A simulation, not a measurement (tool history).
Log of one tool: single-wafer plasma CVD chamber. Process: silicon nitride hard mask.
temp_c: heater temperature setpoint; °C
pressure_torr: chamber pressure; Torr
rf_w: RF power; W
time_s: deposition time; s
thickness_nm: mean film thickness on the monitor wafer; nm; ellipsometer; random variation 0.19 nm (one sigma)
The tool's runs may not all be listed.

Run 1, hour 0.0: temp_c 385 °C, pressure_torr 1.31 Torr, rf_w 320 W, time_s 37.9 s. Result: thickness_nm 43.475 nm.
Run 2, hour 3.9: temp_c 385 °C, pressure_torr 1.18 Torr, rf_w 305 W, time_s 37.9 s. Result: thickness_nm 39.627 nm.
Run 3, hour 6.9: temp_c 385 °C, pressure_torr 1.11 Torr, rf_w 305 W, time_s 37.9 s. Result: thickness_nm 38.217 nm.
Run 4, hour 13.2: temp_c 385 °C, pressure_torr 1.11 Torr, rf_w 305 W, time_s 37.9 s. Result: thickness_nm 38.469 nm.
Run 5, hour 21.5: temp_c 385 °C, pressure_torr 1.11 Torr, rf_w 340 W, time_s 37.9 s. Result: thickness_nm 42.708 nm.
Run 6, hour 23.9: temp_c 385 °C, pressure_torr 1.11 Torr, rf_w 340 W, time_s 37.9 s. Result: thickness_nm 42.743 nm.
Run 7, hour 27.1: temp_c 385 °C, pressure_torr 1.02 Torr, rf_w 335 W, time_s 37.9 s. Result: thickness_nm 40.028 nm.
Run 8, hour 34.9: temp_c 385 °C, pressure_torr 0.95 Torr, rf_w 335 W, time_s 37.9 s. Result: thickness_nm 38.856 nm.

Estimate the outcome of run 9 from the log above:
Run 9, hour 38.4: temp_c 385 °C, pressure_torr 0.90 Torr, rf_w 335 W, time_s 37.9 s. Result: thickness_nm ?.

Run 9 yielded thickness_nm 36.883 nm.
